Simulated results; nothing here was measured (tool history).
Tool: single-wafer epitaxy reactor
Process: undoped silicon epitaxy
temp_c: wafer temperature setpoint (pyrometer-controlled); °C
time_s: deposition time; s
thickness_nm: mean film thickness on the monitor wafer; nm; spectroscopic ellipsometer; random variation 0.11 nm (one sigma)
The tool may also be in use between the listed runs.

run,hour,temp_c,time_s,thickness_nm
1,0.0,640,196,25.217
2,4.7,638,196,24.601
3,7.9,636,196,23.178
4,10.4,636,222,26.576
5,11.2,636,241,28.595
6,15.7,636,259,30.683
7,24.4,633,258,28.294

Run 8 comes next. What will it give?
8,26.0,630,258,?

{"run 8": {"thickness_nm": 26.321}}

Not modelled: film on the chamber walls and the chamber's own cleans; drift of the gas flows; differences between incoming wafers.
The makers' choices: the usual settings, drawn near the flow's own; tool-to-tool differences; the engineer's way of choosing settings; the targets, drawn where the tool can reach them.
